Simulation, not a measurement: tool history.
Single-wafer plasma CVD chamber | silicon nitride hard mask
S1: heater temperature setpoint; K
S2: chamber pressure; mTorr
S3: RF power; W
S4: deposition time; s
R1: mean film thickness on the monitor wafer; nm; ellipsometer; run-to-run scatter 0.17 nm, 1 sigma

{"run": 1, "hour": 0.0, "S1": 678.15, "S2": 1390, "S3": 295, "S4": 40.5, "R1": 43.947}
{"run": 2, "hour": 6.4, "S1": 678.15, "S2": 1340, "S3": 290, "S4": 40.5, "R1": 42.968}
{"run": 3, "hour": 14.0, "S1": 678.15, "S2": 1300, "S3": 285, "S4": 40.5, "R1": 41.78}
{"run": 4, "hour": 18.8, "S1": 678.15, "S2": 1300, "S3": 260, "S4": 40.5, "R1": 39.28}
{"run": 5, "hour": 22.1, "S1": 678.15, "S2": 1270, "S3": 260, "S4": 40.5, "R1": 39.266}
{"run": 6, "hour": 28.8, "S1": 678.15, "S2": 1240, "S3": 260, "S4": 40.5, "R1": 38.889}
{"run": 7, "hour": 29.6, "S1": 678.15, "S2": 1210, "S3": 260, "S4": 40.5, "R1": 38.578}
{"run": 8, "hour": 36.5, "S1": 678.15, "S2": 1180, "S3": 260, "S4": 40.5, "R1": 37.944}
{"run": 9, "hour": 38.8, "S1": 678.15, "S2": 1160, "S3": 260, "S4": 40.5, "R1": 37.969}
{"run": 10, "hour": 41.6, "S1": 678.15, "S2": 1160, "S3": 260, "S4": 40.5, "R1": 37.967}

For run 11, what comes out?
{"run": 11, "hour": 42.8, "S1": 678.15, "S2": 1140, "S3": 260, "S4": 40.5, "R1": "?"}

For run 11 the tool returned R1 37.904 nm.
